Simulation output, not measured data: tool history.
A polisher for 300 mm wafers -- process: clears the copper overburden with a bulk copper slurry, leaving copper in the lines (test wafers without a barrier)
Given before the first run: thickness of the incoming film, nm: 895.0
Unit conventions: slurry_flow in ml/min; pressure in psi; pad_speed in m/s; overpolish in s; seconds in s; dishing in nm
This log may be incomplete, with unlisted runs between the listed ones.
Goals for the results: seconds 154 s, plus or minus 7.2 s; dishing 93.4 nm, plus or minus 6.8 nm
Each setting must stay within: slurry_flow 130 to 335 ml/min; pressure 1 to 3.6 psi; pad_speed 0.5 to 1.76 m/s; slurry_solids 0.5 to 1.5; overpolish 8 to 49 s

{"run": 1, "hour": 0.0, "slurry_flow": 215, "pressure": 2.3, "pad_speed": 1.12, "slurry_solids": 1, "overpolish": 25, "seconds": 93.675, "dishing": 94.774}
{"run": 2, "hour": 3.3, "slurry_flow": 215, "pressure": 2, "pad_speed": 1.1, "slurry_solids": 1, "overpolish": 29, "seconds": 107.38, "dishing": 92.521}
{"run": 3, "hour": 11.7, "slurry_flow": 215, "pressure": 1.7, "pad_speed": 1.1, "slurry_solids": 1, "overpolish": 29, "seconds": 119.04, "dishing": 88.546}
{"run": 4, "hour": 14.9, "slurry_flow": 215, "pressure": 1.7, "pad_speed": 1.1, "slurry_solids": 0.8, "overpolish": 29, "seconds": 126.47, "dishing": 89.979}
{"run": 5, "hour": 19.2, "slurry_flow": 215, "pressure": 1.7, "pad_speed": 1.1, "slurry_solids": 0.8, "overpolish": 19, "seconds": 126.49, "dishing": 67.884}
{"run": 6, "hour": 25.9, "slurry_flow": 215, "pressure": 1.5, "pad_speed": 1.1, "slurry_solids": 0.8, "overpolish": 19, "seconds": 135.74, "dishing": 63.648}
{"run": 7, "hour": 33.0, "slurry_flow": 210, "pressure": 1.3, "pad_speed": 1.02, "slurry_solids": 0.8, "overpolish": 31, "seconds": 158.55, "dishing": 74.745}
{"run": 8, "hour": 34.9, "slurry_flow": 210, "pressure": 1.3, "pad_speed": 1.02, "slurry_solids": 0.8, "overpolish": 33, "seconds": 167.19, "dishing": 78.014}
{"run": 9, "hour": 39.1, "slurry_flow": 210, "pressure": 1.4, "pad_speed": 1.02, "slurry_solids": 0.8, "overpolish": 34, "seconds": 154.91, "dishing": 84.165}
{"run": 10, "hour": 40.0, "slurry_flow": 210, "pressure": 1.4, "pad_speed": 1.02, "slurry_solids": 0.8, "overpolish": 35, "seconds": 154.69, "dishing": 83.568}
{"run": 11, "hour": 41.6, "slurry_flow": 210, "pressure": 1.4, "pad_speed": 1.02, "slurry_solids": 0.8, "overpolish": 36, "seconds": 150.19, "dishing": 83.958}

Exercise: of the 5 proposed moves below, exactly one satisfies all targets within the stated allowed misses. Which move is it?
{"run": "A", "hour": 43.2, "slurry_flow": 280, "pressure": 1.2, "pad_speed": 1.04, "slurry_solids": 0.5, "overpolish": 35, "seconds": "?", "dishing": "?"}
{"run": "B", "hour": 43.2, "slurry_flow": 235, "pressure": 1.6, "pad_speed": 0.94, "slurry_solids": 0.65, "overpolish": 40, "seconds": "?", "dishing": "?"}
{"run": "C", "hour": 43.2, "slurry_flow": 215, "pressure": 1.1, "pad_speed": 1.04, "slurry_solids": 1.05, "overpolish": 42, "seconds": "?", "dishing": "?"}
{"run": "D", "hour": 43.2, "slurry_flow": 240, "pressure": 1.5, "pad_speed": 0.94, "slurry_solids": 0.8, "overpolish": 33, "seconds": "?", "dishing": "?"}
{"run": "E", "hour": 43.2, "slurry_flow": 240, "pressure": 1.4, "pad_speed": 1.16, "slurry_solids": 0.85, "overpolish": 40, "seconds": "?", "dishing": "?"}

move=A seconds=176.72 dishing=75.612
move=B seconds=157.07 dishing=90.116
move=C seconds=168.73 dishing=83.5
move=D seconds=157.98 dishing=80.479
move=E seconds=133.56 dishing=94.456
A: lands further from the targets than the last run did
B: every result within its allowed miss
C: lands further from the targets than the last run did
D: lands further from the targets than the last run did
E: brings the result that was furthest off to its target, and leaves another outside
B meets every target.

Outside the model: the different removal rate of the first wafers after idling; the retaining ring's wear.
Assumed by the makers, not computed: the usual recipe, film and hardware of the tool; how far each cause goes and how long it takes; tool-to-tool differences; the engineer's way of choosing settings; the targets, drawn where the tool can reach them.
